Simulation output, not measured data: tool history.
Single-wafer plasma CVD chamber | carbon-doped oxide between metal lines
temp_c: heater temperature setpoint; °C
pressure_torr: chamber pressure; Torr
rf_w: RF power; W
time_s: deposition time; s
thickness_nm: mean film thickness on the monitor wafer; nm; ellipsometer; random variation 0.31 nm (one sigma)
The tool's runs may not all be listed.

run 1 hour=0 | temp_c=355 pressure_torr=4.58 rf_w=675 time_s=19.7 | thickness_nm=124.15
run 2 hour=2.8 | temp_c=362 pressure_torr=4.58 rf_w=675 time_s=19.7 | thickness_nm=121.57
run 3 hour=10.2 | temp_c=362 pressure_torr=4.58 rf_w=615 time_s=19.7 | thickness_nm=114.76
run 4 hour=14.6 | temp_c=362 pressure_torr=4.58 rf_w=665 time_s=19.7 | thickness_nm=120.86
run 5 hour=19.7 | temp_c=362 pressure_torr=4.53 rf_w=635 time_s=19.5 | thickness_nm=115.51
run 6 hour=27.5 | temp_c=362 pressure_torr=3.84 rf_w=635 time_s=19.5 | thickness_nm=112.44
run 7 hour=28.5 | temp_c=362 pressure_torr=3.74 rf_w=620 time_s=19.4 | thickness_nm=109.66
run 8 hour=33.3 | temp_c=362 pressure_torr=3.63 rf_w=610 time_s=19.4 | thickness_nm=108.4

Forecast run 9:
run 9 hour=39.1 | temp_c=362 pressure_torr=3.54 rf_w=600 time_s=19.4 | thickness_nm=?

thickness_nm: 106.05 nm

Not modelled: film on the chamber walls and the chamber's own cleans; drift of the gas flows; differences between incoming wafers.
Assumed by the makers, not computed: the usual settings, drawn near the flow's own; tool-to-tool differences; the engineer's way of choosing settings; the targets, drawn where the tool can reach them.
